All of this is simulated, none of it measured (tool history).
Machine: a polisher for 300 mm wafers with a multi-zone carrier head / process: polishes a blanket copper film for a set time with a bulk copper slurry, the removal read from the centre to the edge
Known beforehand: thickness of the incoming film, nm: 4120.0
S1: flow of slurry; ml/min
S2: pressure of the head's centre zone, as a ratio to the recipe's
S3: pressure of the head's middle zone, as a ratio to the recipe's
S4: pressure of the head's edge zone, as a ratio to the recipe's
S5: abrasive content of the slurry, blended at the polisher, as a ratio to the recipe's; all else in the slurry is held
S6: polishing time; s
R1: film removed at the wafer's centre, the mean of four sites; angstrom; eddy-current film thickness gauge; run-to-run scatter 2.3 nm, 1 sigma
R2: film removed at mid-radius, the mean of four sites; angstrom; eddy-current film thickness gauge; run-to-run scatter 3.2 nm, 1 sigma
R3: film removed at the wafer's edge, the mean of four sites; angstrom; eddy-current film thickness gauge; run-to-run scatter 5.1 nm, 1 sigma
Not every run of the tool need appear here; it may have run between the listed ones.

run 1 day=0.000 | S1=170 S2=1.00 S3=1.00 S4=1.00 S5=1.00 S6=84 | R1=6872.3 R2=6954.7 R3=7256.1
run 2 day=0.254 | S1=160 S2=0.97 S3=0.97 S4=0.97 S5=0.90 S6=78 | R1=6031.6 R2=6040.3 R3=6431.0
run 3 day=0.421 | S1=130 S2=0.97 S3=0.97 S4=0.97 S5=0.90 S6=78 | R1=5798.4 R2=5831.0 R3=6235.2
run 4 day=0.521 | S1=125 S2=0.94 S3=0.96 S4=0.95 S5=0.80 S6=74 | R1=5013.8 R2=5243.2 R3=5667.7
run 5 day=0.679 | S1=125 S2=0.94 S3=0.96 S4=0.95 S5=0.90 S6=74 | R1=5278.8 R2=5448.1 R3=5863.8
run 6 day=0.854 | S1=125 S2=0.94 S3=0.96 S4=0.89 S5=0.90 S6=74 | R1=5318.2 R2=5388.5 R3=5668.4
run 7 day=0.971 | S1=120 S2=0.92 S3=0.94 S4=0.88 S5=0.80 S6=72 | R1=4733.8 R2=4948.3 R3=5309.4
run 8 day=1.038 | S1=120 S2=0.92 S3=0.93 S4=0.87 S5=0.75 S6=71 | R1=4708.2 R2=4793.7 R3=5133.8
run 9 day=1.225 | S1=120 S2=0.90 S3=0.92 S4=0.86 S5=0.70 S6=70 | R1=4390.6 R2=4539.1 R3=4901.2
run 10 day=1.338 | S1=120 S2=0.89 S3=0.91 S4=0.85 S5=0.65 S6=70 | R1=4262.7 R2=4474.9 R3=4774.8
run 11 day=1.625 | S1=120 S2=0.88 S3=0.89 S4=0.84 S5=0.60 S6=70 | R1=4122.8 R2=4311.7 R3=4652.3
run 12 day=1.738 | S1=120 S2=0.87 S3=0.88 S4=0.83 S5=0.60 S6=70 | R1=4067.6 R2=4230.2 R3=4678.1
run 13 day=2.021 | S1=120 S2=0.86 S3=0.88 S4=0.83 S5=0.60 S6=70 | R1=4002.7 R2=4214.6 R3=4564.9

Run 14 is up next; what results do you expect?
run 14 day=2.108 | S1=120 S2=0.85 S3=0.87 S4=0.83 S5=0.60 S6=70 | R1=? R2=? R3=?

R1: 3960.5 angstrom
R2: 4187.2 angstrom
R3: 4703.0 angstrom
